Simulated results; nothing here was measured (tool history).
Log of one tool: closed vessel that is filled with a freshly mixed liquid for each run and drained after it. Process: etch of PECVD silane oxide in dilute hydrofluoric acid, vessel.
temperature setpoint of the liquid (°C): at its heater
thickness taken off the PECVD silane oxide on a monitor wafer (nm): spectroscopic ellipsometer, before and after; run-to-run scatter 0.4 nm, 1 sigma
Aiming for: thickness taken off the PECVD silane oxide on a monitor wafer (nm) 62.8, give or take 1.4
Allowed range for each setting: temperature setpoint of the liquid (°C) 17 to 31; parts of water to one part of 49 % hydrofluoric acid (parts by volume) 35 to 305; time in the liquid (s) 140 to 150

| run | hour | temperature setpoint of the liquid (°C) | parts of water to one part of 49 % hydrofluoric acid (parts by volume) | time in the liquid (s) | thickness taken off the PECVD silane oxide on a monitor wafer (nm) |
|---|---|---|---|---|---|
| 1 | 0 | 23 | 170 | 140 | 20.38 |
| 2 | 3.8 | 23 | 170 | 150 | 21.897 |
| 3 | 10.1 | 25 | 140 | 150 | 29.797 |
| 4 | 15.9 | 26.5 | 120 | 150 | 37.433 |
| 5 | 17 | 27.5 | 110 | 150 | 43.521 |
| 6 | 20.3 | 27.5 | 145 | 150 | 31.284 |
| 7 | 21.9 | 28.5 | 125 | 150 | 38.779 |
| 8 | 24.8 | 29 | 110 | 150 | 45.394 |

Consider the 4 candidate settings below. Which is the only one whose results all fall within their allowed miss of target?
| A | 27.7 | 28.5 | 95 | 150 | ? |
| B | 27.7 | 30 | 135 | 140 | ? |
| C | 27.7 | 29 | 90 | 150 | ? |
| D | 27.7 | 28 | 80 | 150 | ? |

| move | thickness taken off the PECVD silane oxide on a monitor wafer (nm) |
|---|---|
| A | 53.639 |
| B | 35.288 |
| C | 58.112 |
| D | 63.793 |
A: an improvement on the last run, though not all results are within tolerance
B: further off than the last run
C: an improvement on the last run, though not all results are within tolerance
D: meets every target
D meets every target.
